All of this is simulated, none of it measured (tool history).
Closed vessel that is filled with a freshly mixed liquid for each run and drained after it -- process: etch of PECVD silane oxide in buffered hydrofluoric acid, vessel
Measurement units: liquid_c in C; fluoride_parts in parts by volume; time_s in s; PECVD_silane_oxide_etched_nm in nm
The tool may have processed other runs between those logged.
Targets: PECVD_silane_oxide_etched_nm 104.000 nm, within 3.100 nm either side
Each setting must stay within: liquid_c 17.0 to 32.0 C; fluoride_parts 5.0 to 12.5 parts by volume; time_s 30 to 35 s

Run 1, hour 0.0: liquid_c 24.0 C, fluoride_parts 7.5 parts by volume, time_s 35 s. Result: PECVD_silane_oxide_etched_nm 62.882 nm.
Run 2, hour 4.3: liquid_c 24.0 C, fluoride_parts 6.0 parts by volume, time_s 35 s. Result: PECVD_silane_oxide_etched_nm 78.659 nm.
Run 3, hour 10.1: liquid_c 25.0 C, fluoride_parts 6.0 parts by volume, time_s 35 s. Result: PECVD_silane_oxide_etched_nm 82.226 nm.
Run 4, hour 19.1: liquid_c 26.0 C, fluoride_parts 6.0 parts by volume, time_s 35 s. Result: PECVD_silane_oxide_etched_nm 88.123 nm.
Run 5, hour 24.5: liquid_c 27.5 C, fluoride_parts 6.0 parts by volume, time_s 35 s. Result: PECVD_silane_oxide_etched_nm 95.697 nm.
Run 6, hour 28.4: liquid_c 27.5 C, fluoride_parts 6.0 parts by volume, time_s 30 s. Result: PECVD_silane_oxide_etched_nm 81.832 nm.
Run 7, hour 36.7: liquid_c 28.5 C, fluoride_parts 6.0 parts by volume, time_s 30 s. Result: PECVD_silane_oxide_etched_nm 85.551 nm.
Run 8, hour 40.2: liquid_c 32.0 C, fluoride_parts 5.5 parts by volume, time_s 30 s. Result: PECVD_silane_oxide_etched_nm 112.120 nm.
At hour 44.3: hydrofluoric acid flow meter replaced.
Run 9, hour 44.3: liquid_c 31.5 C, fluoride_parts 5.5 parts by volume, time_s 30 s. Result: PECVD_silane_oxide_etched_nm 116.540 nm.
Run 10, hour 52.6: liquid_c 31.0 C, fluoride_parts 5.5 parts by volume, time_s 30 s. Result: PECVD_silane_oxide_etched_nm 114.430 nm.
Run 11, hour 53.8: liquid_c 30.5 C, fluoride_parts 5.5 parts by volume, time_s 30 s. Result: PECVD_silane_oxide_etched_nm 110.080 nm.

Pick the move, out of 4, that brings all results within their allowed miss; only one does.
Run A, hour 55.0: liquid_c 31.5 C, fluoride_parts 6.5 parts by volume, time_s 35 s. Result: PECVD_silane_oxide_etched_nm ?.
Run B, hour 55.0: liquid_c 29.5 C, fluoride_parts 5.0 parts by volume, time_s 30 s. Result: PECVD_silane_oxide_etched_nm ?.
Run C, hour 55.0: liquid_c 32.0 C, fluoride_parts 7.5 parts by volume, time_s 35 s. Result: PECVD_silane_oxide_etched_nm ?.
Run D, hour 55.0: liquid_c 29.5 C, fluoride_parts 6.0 parts by volume, time_s 35 s. Result: PECVD_silane_oxide_etched_nm ?.

move  PECVD_silane_oxide_etched_nm
   A                       116.810
   B                       112.750
   C                       104.370
   D                       112.770
A: lands further from the targets than the last run did
B: lands further from the targets than the last run did
C: every result within its allowed miss
D: lands further from the targets than the last run did
Go with C: it meets all targets.

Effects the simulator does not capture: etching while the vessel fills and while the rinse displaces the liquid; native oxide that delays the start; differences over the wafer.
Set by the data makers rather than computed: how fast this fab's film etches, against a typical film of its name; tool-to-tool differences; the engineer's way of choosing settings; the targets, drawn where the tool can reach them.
